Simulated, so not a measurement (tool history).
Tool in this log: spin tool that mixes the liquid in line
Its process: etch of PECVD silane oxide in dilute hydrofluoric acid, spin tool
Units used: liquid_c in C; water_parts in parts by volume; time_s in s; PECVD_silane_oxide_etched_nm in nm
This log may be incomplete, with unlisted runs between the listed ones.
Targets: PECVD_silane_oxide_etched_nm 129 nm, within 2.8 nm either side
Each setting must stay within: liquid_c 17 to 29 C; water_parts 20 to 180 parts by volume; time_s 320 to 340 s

run  hour  liquid_c  water_parts  time_s  PECVD_silane_oxide_etched_nm
  1     0        21          100     320                        56.739
  2   4.2        21          100     320                         56.66
  3   8.7        22           95     320                        62.873
  4   9.8        22           95     320                        62.909
  5  16.4        23           95     320                        65.018
  6  22.3        24           90     320                        72.496
  7  31.1        28           55     320                        144.01
  8  32.5      27.5           55     320                        142.18
  9  40.7        27           55     320                        140.36
 10    45      26.5           55     320                         136.6
 11  53.3        26           55     320                        134.32

Which one of the following 4 next-run settings gets every result inside its allowed miss? There is exactly one.
  A  61.6      28.5           55     320                             ?
  B  61.6        26           55     340                             ?
  C  61.6      25.5           55     330                             ?
  D  61.6      23.5           55     340                             ?

move  PECVD_silane_oxide_etched_nm
   A                        147.34
   B                        141.67
   C                        134.75
   D                        127.95
A: its largest miss is bigger than the last run's
B: its largest miss is bigger than the last run's
C: its largest miss is bigger than the last run's
D: meets every target
D is the move that brings every result within its allowed miss.
